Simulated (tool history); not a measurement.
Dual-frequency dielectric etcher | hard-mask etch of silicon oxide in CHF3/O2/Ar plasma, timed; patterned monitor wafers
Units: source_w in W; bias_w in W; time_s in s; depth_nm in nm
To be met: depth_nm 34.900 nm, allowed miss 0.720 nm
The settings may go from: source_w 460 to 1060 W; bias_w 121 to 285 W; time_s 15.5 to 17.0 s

run,hour,source_w,bias_w,time_s,depth_nm
1,0.0,760,203,17.0,40.534
2,3.0,720,201,17.0,39.279
3,5.3,690,200,17.0,39.444
4,7.9,670,193,17.0,38.359
5,15.5,650,190,17.0,37.637
6,22.8,770,190,17.0,40.470
7,29.5,730,187,17.0,39.045
8,33.7,700,185,17.0,38.064
9,42.2,680,184,17.0,37.537
10,46.8,660,183,17.0,37.817
11,50.1,640,181,17.0,36.892
12,50.8,630,180,17.0,36.333
13,58.7,620,180,17.0,36.075
14,61.3,610,180,17.0,36.163
15,69.4,600,179,17.0,35.697

Which of these 5 next moves meets every target?
A,77.5,570,179,16.0,?
B,77.5,630,184,17.0,?
C,77.5,600,188,17.0,?
D,77.5,590,152,16.5,?
E,77.5,620,177,16.5,?

move,depth_nm
A,33.108
B,36.843
C,36.358
D,33.190
E,35.177
A: takes the result that was furthest off past its target
B: further off than the last run
C: further off than the last run
D: takes the result that was furthest off past its target
E: meets every target
The right move is E.
